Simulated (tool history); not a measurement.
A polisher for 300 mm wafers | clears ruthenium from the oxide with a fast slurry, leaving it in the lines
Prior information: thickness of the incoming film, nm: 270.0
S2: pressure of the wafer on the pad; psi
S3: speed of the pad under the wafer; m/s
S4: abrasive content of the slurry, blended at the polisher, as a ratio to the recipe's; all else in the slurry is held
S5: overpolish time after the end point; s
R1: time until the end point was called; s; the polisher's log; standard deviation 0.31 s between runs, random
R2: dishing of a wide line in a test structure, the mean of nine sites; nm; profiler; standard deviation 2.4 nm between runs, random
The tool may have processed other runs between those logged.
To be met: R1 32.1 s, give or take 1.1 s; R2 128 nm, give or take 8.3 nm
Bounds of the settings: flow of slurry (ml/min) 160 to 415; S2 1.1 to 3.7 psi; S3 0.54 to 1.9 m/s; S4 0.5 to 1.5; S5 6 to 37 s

Run 1, hour 0: flow of slurry (ml/min) 265, S2 2.4 psi, S3 1.22 m/s, S4 1, S5 19 s. Result: R1 54.595 s, R2 68.647 nm.
Run 2, hour 7.9: flow of slurry (ml/min) 265, S2 2.7 psi, S3 1.22 m/s, S4 1, S5 20 s. Result: R1 48.495 s, R2 78.245 nm.
Run 3, hour 13.8: flow of slurry (ml/min) 265, S2 2.9 psi, S3 1.22 m/s, S4 1, S5 21 s. Result: R1 45.922 s, R2 87.284 nm.
Run 4, hour 18.8: flow of slurry (ml/min) 265, S2 3.1 psi, S3 1.24 m/s, S4 1, S5 21 s. Result: R1 43.435 s, R2 89.899 nm.
Run 5, hour 20.5: flow of slurry (ml/min) 265, S2 3.2 psi, S3 1.28 m/s, S4 1, S5 22 s. Result: R1 39.859 s, R2 99.395 nm.
Run 6, hour 27.7: flow of slurry (ml/min) 265, S2 2.9 psi, S3 1.28 m/s, S4 1, S5 22 s. Result: R1 43.348 s, R2 90.917 nm.
Run 7, hour 36.4: flow of slurry (ml/min) 265, S2 3.1 psi, S3 1.3 m/s, S4 1, S5 23 s. Result: R1 41.161 s, R2 105.4 nm.
Run 8, hour 40.2: flow of slurry (ml/min) 265, S2 3.3 psi, S3 1.32 m/s, S4 1, S5 23 s. Result: R1 37.659 s, R2 108.01 nm.
Run 9, hour 47.2: flow of slurry (ml/min) 265, S2 3.4 psi, S3 1.32 m/s, S4 1, S5 23 s. Result: R1 36.864 s, R2 106.61 nm.
Run 10, hour 55.6: flow of slurry (ml/min) 265, S2 3.5 psi, S3 1.34 m/s, S4 1, S5 24 s. Result: R1 35.439 s, R2 112.05 nm.
Run 11, hour 58.6: flow of slurry (ml/min) 265, S2 3.6 psi, S3 1.36 m/s, S4 1, S5 24 s. Result: R1 33.69 s, R2 123.82 nm.

Exercise: of the 4 proposed moves below, exactly one satisfies all targets within the stated allowed misses. Which move is it?
Run A, hour 61.6: flow of slurry (ml/min) 280, S2 3.6 psi, S3 1.42 m/s, S4 1, S5 25 s. Result: R1 ?, R2 ?.
Run B, hour 61.6: flow of slurry (ml/min) 330, S2 3.5 psi, S3 1.3 m/s, S4 1.05, S5 22 s. Result: R1 ?, R2 ?.
Run C, hour 61.6: flow of slurry (ml/min) 280, S2 3.2 psi, S3 1.26 m/s, S4 1.2, S5 24 s. Result: R1 ?, R2 ?.
Run D, hour 61.6: flow of slurry (ml/min) 240, S2 3.6 psi, S3 1.44 m/s, S4 1.1, S5 20 s. Result: R1 ?, R2 ?.

move      R1      R2
   A  32.726  126.32
   B  35.067   109.5
   C  36.977   112.3
   D  31.004  111.79
A: hits every target within its allowed miss
B: its largest miss is bigger than the last run's
C: its largest miss is bigger than the last run's
D: gets the furthest-off result to its target, but another result is out of tolerance
Move A is the one to make.
